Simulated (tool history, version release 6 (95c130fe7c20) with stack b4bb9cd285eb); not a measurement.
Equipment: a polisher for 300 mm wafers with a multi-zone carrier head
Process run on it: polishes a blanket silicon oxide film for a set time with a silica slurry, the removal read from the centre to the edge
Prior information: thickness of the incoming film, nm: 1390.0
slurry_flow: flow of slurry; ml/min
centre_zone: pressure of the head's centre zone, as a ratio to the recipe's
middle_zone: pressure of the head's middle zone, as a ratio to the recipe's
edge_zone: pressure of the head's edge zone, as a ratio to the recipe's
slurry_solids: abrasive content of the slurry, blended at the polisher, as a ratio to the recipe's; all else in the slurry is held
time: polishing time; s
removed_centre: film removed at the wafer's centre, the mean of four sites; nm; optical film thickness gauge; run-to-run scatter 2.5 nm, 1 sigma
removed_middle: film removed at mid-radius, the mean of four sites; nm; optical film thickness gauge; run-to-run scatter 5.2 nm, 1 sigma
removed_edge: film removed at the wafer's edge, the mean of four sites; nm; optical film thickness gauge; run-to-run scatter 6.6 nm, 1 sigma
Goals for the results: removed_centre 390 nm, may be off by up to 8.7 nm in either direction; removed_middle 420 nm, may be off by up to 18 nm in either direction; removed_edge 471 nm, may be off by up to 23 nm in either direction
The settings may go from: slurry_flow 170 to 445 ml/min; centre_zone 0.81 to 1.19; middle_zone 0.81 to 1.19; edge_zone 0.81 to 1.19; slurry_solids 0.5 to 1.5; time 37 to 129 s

run    day  slurry_flow  centre_zone  middle_zone  edge_zone  slurry_solids  time  removed_centre  removed_middle  removed_edge
  1      0          285            1            1          1              1    83          256.98          253.98        258.47
  2  0.125          250            1            1          1              1    83          252.86          253.89         252.4
  3  0.188          250            1            1       1.07              1    83          253.75          253.57        266.34
  4  0.238          250         0.94            1       1.07              1    83          238.65          252.75        264.53
     0.596  -- worn pad replaced by a new one
  5  0.596          210         0.94            1       1.07              1    83          257.97          275.72        292.18
  6  0.862          210         0.94            1       1.07              1    68          214.97          228.91        236.01
  7  1.175          200         0.94            1       1.09           1.15    77          251.63           267.4        288.19
  8  1.396          190         0.95         1.02        1.1           1.25    84           290.7          314.24        320.37
  9    1.6          185         0.94            1       1.12            1.3    89          302.36          319.03        348.98
 10   1.95          180         0.94         1.01       1.14           1.35    94          326.37          347.82        370.07

Exercise: of the 4 proposed moves below, exactly one satisfies all targets within the stated allowed misses. Which move is it?
  A  2.3          175            1          0.9       1.19            1.5   110               ?               ?             ?
  B  2.3          170         0.94         1.02       1.19           1.35   114               ?               ?             ?
  C  2.3          230         0.94         0.98       1.13            1.5   110               ?               ?             ?
  D  2.3          320         1.02         0.98       1.14            1.1   111               ?               ?             ?

move  removed_centre  removed_middle  removed_edge
   A           414.6          373.21        466.71
   B          387.65          412.48        464.01
   C          404.17          414.14        466.72
   D          408.75          384.22        431.59
A: takes the biggest miss from the last run beyond its target
B: hits every target within its allowed miss
C: takes the biggest miss from the last run beyond its target
D: takes the biggest miss from the last run beyond its target
B is the move that brings every result within its allowed miss.
